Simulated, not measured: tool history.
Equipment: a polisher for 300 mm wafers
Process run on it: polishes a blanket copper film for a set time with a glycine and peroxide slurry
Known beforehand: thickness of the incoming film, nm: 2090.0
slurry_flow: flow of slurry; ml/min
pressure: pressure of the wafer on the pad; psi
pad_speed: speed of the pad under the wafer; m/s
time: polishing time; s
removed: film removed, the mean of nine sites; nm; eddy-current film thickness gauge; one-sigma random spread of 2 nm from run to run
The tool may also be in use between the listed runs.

run	day	slurry_flow	pressure	pad_speed	time	removed
1	0	270	1.8	0.78	45	150.61
2	0.142	270	1.9	0.78	45	155.02
3	0.179	270	1.9	0.78	45	155.12
4	0.396	270	1.9	0.78	40	137.71
5	0.571	270	2.1	0.8	40	146.17
6	0.779	270	2.1	0.8	40	151.14

The next listed run, before its measurement:
7	0.858	270	2.2	0.82	40	?

Run 7 gave removed 153.99 nm.

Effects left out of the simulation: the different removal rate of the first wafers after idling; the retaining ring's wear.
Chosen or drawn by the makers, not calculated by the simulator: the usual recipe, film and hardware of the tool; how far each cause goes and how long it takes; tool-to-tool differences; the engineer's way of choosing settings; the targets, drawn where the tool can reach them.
